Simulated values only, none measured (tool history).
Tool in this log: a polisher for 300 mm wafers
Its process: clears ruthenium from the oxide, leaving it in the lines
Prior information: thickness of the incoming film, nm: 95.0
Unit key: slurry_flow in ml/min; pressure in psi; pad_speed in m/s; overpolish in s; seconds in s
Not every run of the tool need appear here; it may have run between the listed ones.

Run 1, hour 0.0: slurry_flow 210 ml/min, pressure 1.6 psi, pad_speed 1.22 m/s, overpolish 11 s. Result: seconds 106.33 s.
Run 2, hour 3.3: slurry_flow 200 ml/min, pressure 1.3 psi, pad_speed 1.08 m/s, overpolish 11 s. Result: seconds 142.68 s.
Run 3, hour 11.8: slurry_flow 200 ml/min, pressure 1.3 psi, pad_speed 1.32 m/s, overpolish 11 s. Result: seconds 115.31 s.
Run 4, hour 14.3: slurry_flow 195 ml/min, pressure 1.1 psi, pad_speed 1.14 m/s, overpolish 11 s. Result: seconds 151.91 s.
Run 5, hour 16.4: slurry_flow 195 ml/min, pressure 1.3 psi, pad_speed 1.14 m/s, overpolish 11 s. Result: seconds 132.78 s.
Run 6, hour 22.5: slurry_flow 195 ml/min, pressure 1.1 psi, pad_speed 1.14 m/s, overpolish 11 s. Result: seconds 153.34 s.
Run 7, hour 28.4: slurry_flow 175 ml/min, pressure 0.7 psi, pad_speed 0.80 m/s, overpolish 11 s. Result: seconds 301.54 s.
Run 8, hour 35.9: slurry_flow 195 ml/min, pressure 0.7 psi, pad_speed 0.80 m/s, overpolish 11 s. Result: seconds 300.93 s.

Run 9, settings as shown, results not yet in. Your forecast:
Run 9, hour 37.5: slurry_flow 195 ml/min, pressure 0.8 psi, pad_speed 0.80 m/s, overpolish 11 s. Result: seconds ?.

seconds: 275.26 s

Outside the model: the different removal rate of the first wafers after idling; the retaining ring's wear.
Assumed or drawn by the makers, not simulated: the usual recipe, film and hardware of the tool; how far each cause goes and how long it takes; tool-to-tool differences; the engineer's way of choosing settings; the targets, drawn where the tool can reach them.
